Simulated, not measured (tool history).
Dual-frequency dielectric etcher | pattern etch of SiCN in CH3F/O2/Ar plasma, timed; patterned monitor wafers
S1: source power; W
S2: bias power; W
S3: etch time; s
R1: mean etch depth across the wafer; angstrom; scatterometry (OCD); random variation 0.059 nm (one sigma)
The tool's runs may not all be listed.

| run | hour | S1 | S2 | S3 | R1 |
|---|---|---|---|---|---|
| 1 | 0 | 550 | 84 | 68.5 | 349.96 |
| 2 | 5.2 | 480 | 82 | 68.5 | 327.7 |
| 3 | 10.1 | 440 | 82 | 68.5 | 312.19 |
| 4 | 15.5 | 440 | 82 | 72 | 328.63 |
| 5 | 16.4 | 440 | 82 | 68.5 | 312.02 |
| 6 | 19.6 | 480 | 82 | 68.5 | 326.66 |
| 7 | 23.8 | 450 | 82 | 68.5 | 318.05 |
| 8 | 32.3 | 340 | 81 | 68.5 | 273.54 |
| 9 | 33.5 | 360 | 81 | 68.5 | 283.25 |

Forecast run 10:
|  | 36.5 | source power generator calibrated |
| 10 | 36.5 | 370 | 81 | 68.5 | ? |

{"run 10": {"R1": 282.69}}
